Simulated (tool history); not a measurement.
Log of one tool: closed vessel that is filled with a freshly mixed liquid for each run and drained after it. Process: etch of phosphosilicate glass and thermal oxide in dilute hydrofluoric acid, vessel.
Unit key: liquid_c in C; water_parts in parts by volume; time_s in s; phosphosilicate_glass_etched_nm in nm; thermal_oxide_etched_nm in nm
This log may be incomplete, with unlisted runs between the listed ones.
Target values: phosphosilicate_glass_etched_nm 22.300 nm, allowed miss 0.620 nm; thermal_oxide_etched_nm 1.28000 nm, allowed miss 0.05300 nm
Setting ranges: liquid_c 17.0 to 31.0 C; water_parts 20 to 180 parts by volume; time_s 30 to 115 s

| run | hour | liquid_c | water_parts | time_s | phosphosilicate_glass_etched_nm | thermal_oxide_etched_nm |
|---|---|---|---|---|---|---|
| 1 | 0.0 | 23.0 | 100 | 60 | 45.063 | 2.58990 |
| 2 | 1.5 | 21.5 | 110 | 60 | 38.420 | 2.16680 |
| 3 | 4.0 | 21.5 | 110 | 40 | 25.528 | 1.46230 |
| 4 | 10.3 | 20.5 | 110 | 40 | 24.574 | 1.40390 |
| 5 | 13.7 | 20.5 | 110 | 30 | 18.157 | 1.04470 |
| 6 | 21.6 | 20.5 | 130 | 30 | 15.238 | 0.87275 |
| 7 | 28.2 | 23.0 | 130 | 30 | 16.610 | 0.96197 |
| 8 | 31.6 | 25.0 | 130 | 30 | 18.242 | 1.04880 |
| 9 | 33.0 | 26.5 | 130 | 30 | 19.049 | 1.10630 |
| 10 | 36.5 | 27.5 | 130 | 30 | 19.961 | 1.15110 |
| 11 | 39.9 | 28.5 | 130 | 30 | 20.973 | 1.19580 |
| 12 | 48.6 | 29.0 | 130 | 30 | 20.977 | 1.21600 |
| 13 | 55.0 | 29.5 | 130 | 30 | 21.511 | 1.23070 |

Which one of the following 4 next-run settings gets every result inside its allowed miss? There is exactly one.
| A | 61.4 | 28.0 | 145 | 35 | ? | ? |
| B | 61.4 | 27.5 | 140 | 40 | ? | ? |
| C | 61.4 | 31.0 | 160 | 35 | ? | ? |
| D | 61.4 | 26.0 | 145 | 40 | ? | ? |

| move | phosphosilicate_glass_etched_nm | thermal_oxide_etched_nm |
|---|---|---|
| A | 20.745 | 1.20130 |
| B | 24.257 | 1.40470 |
| C | 20.546 | 1.18980 |
| D | 22.008 | 1.27440 |
A: its largest miss is bigger than the last run's
B: carries the result that was furthest off beyond its target, to the other side
C: its largest miss is bigger than the last run's
D: in spec on every target
So the answer is move D, the one that meets all the targets.
